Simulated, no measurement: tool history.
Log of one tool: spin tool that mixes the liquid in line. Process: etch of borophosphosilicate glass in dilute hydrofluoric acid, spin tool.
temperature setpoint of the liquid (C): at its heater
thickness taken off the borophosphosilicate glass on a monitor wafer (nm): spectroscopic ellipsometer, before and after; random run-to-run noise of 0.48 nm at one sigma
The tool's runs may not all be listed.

run  hour  temperature setpoint of the liquid (C)  parts of water to one part of 49 % hydrofluoric acid (parts by volume)  time under the liquid (s)  thickness taken off the borophosphosilicate glass on a monitor wafer (nm)
  1   0.0                                    26.0                                                                      75                         60                                                                     66.102
  2   8.0                                    26.0                                                                      90                         60                                                                     55.677
  3  16.9                                    26.0                                                                      90                         65                                                                     58.983
  4  22.4                                    26.0                                                                      65                         65                                                                     84.880
  5  26.8                                    25.0                                                                      70                         65                                                                     75.390
  6  35.2                                    28.0                                                                      70                         65                                                                     85.118

Forecast run 7:
  7  36.3                                    26.5                                                                      75                         65                                                                          ?

Run 7 gave thickness taken off the borophosphosilicate glass on a monitor wafer (nm) 74.367.
